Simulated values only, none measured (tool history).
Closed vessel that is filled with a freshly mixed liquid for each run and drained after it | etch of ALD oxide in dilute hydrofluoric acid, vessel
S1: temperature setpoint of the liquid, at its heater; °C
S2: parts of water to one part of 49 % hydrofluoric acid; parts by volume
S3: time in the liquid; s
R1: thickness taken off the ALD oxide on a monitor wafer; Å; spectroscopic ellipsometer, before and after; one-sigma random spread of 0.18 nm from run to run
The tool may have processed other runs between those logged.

Run 1, hour 0.0: S1 22.0 °C, S2 100 parts by volume, S3 105 s. Result: R1 315.35 Å.
Run 2, hour 4.7: S1 22.0 °C, S2 100 parts by volume, S3 105 s. Result: R1 308.86 Å.
Run 3, hour 12.1: S1 21.0 °C, S2 105 parts by volume, S3 105 s. Result: R1 285.35 Å.
Run 4, hour 17.5: S1 21.0 °C, S2 90 parts by volume, S3 105 s. Result: R1 339.28 Å.
Run 5, hour 23.8: S1 21.0 °C, S2 70 parts by volume, S3 105 s. Result: R1 443.07 Å.
Run 6, hour 32.4: S1 20.5 °C, S2 80 parts by volume, S3 105 s. Result: R1 378.89 Å.

What will run 7 give?
Run 7, hour 38.0: S1 20.0 °C, S2 90 parts by volume, S3 105 s. Result: R1 ?.

Run 7 measured R1 327.89 Å.
